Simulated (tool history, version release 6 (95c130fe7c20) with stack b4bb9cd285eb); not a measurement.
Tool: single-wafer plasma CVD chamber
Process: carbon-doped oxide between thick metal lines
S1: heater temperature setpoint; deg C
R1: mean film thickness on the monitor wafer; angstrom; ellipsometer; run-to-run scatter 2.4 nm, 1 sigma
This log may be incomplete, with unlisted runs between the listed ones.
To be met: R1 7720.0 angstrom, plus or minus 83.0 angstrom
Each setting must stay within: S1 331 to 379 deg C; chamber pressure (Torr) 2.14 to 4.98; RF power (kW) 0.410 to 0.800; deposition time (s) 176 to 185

Run 1, hour 0.0: S1 355 deg C, chamber pressure (Torr) 3.56, RF power (kW) 0.605, deposition time (s) 185. Result: R1 9799.5 angstrom.
Run 2, hour 8.5: S1 355 deg C, chamber pressure (Torr) 3.12, RF power (kW) 0.605, deposition time (s) 185. Result: R1 9561.8 angstrom.
Run 3, hour 14.8: S1 360 deg C, chamber pressure (Torr) 2.84, RF power (kW) 0.570, deposition time (s) 185. Result: R1 8909.8 angstrom.
Run 4, hour 23.0: S1 364 deg C, chamber pressure (Torr) 2.64, RF power (kW) 0.555, deposition time (s) 185. Result: R1 8626.1 angstrom.
Run 5, hour 24.3: S1 367 deg C, chamber pressure (Torr) 2.50, RF power (kW) 0.540, deposition time (s) 185. Result: R1 8258.2 angstrom.
Run 6, hour 29.0: S1 370 deg C, chamber pressure (Torr) 2.40, RF power (kW) 0.535, deposition time (s) 185. Result: R1 8175.0 angstrom.
Run 7, hour 34.5: S1 375 deg C, chamber pressure (Torr) 2.14, RF power (kW) 0.485, deposition time (s) 185. Result: R1 7274.8 angstrom.
Run 8, hour 37.1: S1 371 deg C, chamber pressure (Torr) 2.18, RF power (kW) 0.485, deposition time (s) 185. Result: R1 7285.7 angstrom.
Run 9, hour 44.5: S1 370 deg C, chamber pressure (Torr) 2.38, RF power (kW) 0.485, deposition time (s) 185. Result: R1 7419.6 angstrom.
Run 10, hour 51.3: S1 367 deg C, chamber pressure (Torr) 2.48, RF power (kW) 0.485, deposition time (s) 185. Result: R1 7480.9 angstrom.
Run 11, hour 57.0: S1 365 deg C, chamber pressure (Torr) 2.59, RF power (kW) 0.485, deposition time (s) 185. Result: R1 7503.9 angstrom.
Run 12, hour 59.9: S1 364 deg C, chamber pressure (Torr) 2.72, RF power (kW) 0.485, deposition time (s) 185. Result: R1 7567.0 angstrom.
Run 13, hour 65.4: S1 363 deg C, chamber pressure (Torr) 2.80, RF power (kW) 0.485, deposition time (s) 185. Result: R1 7633.2 angstrom.

Consider the 4 candidate settings below. Which is the only one whose results all fall within their allowed miss of target?
Run A, hour 70.9: S1 361 deg C, chamber pressure (Torr) 3.13, RF power (kW) 0.485, deposition time (s) 185. Result: R1 ?.
Run B, hour 70.9: S1 359 deg C, chamber pressure (Torr) 2.74, RF power (kW) 0.480, deposition time (s) 182. Result: R1 ?.
Run C, hour 70.9: S1 369 deg C, chamber pressure (Torr) 3.01, RF power (kW) 0.480, deposition time (s) 185. Result: R1 ?.
Run D, hour 70.9: S1 363 deg C, chamber pressure (Torr) 2.65, RF power (kW) 0.480, deposition time (s) 185. Result: R1 ?.

move      R1
   A  7743.0
   B  7456.6
   C  7504.7
   D  7494.8
A: hits every target within its allowed miss
B: its largest miss is bigger than the last run's
C: its largest miss is bigger than the last run's
D: its largest miss is bigger than the last run's
Answer: A
